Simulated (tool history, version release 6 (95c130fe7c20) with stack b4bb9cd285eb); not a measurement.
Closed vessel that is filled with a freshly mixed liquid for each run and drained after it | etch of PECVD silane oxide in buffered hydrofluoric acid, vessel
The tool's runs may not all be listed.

run	hour	temperature setpoint of the liquid (K)	parts of 40 % ammonium fluoride to one part of 49 % hydrofluoric acid (parts by volume)	time in the liquid (s)	thickness taken off the PECVD silane oxide on a monitor wafer (nm)
1	0.0	295.15	8.5	90	258.18
2	0.7	292.65	8.5	90	228.86
3	4.6	290.65	8.5	90	202.59
4	7.0	292.15	8.5	90	220.16
5	14.2	293.65	8.5	90	238.80
6	20.3	293.65	8.5	100	262.52
7	23.9	294.65	8.5	100	280.81

Forecast run 8:
8	29.3	295.65	8.5	100	?

Logged for run 8: thickness taken off the PECVD silane oxide on a monitor wafer (nm) 298.16.

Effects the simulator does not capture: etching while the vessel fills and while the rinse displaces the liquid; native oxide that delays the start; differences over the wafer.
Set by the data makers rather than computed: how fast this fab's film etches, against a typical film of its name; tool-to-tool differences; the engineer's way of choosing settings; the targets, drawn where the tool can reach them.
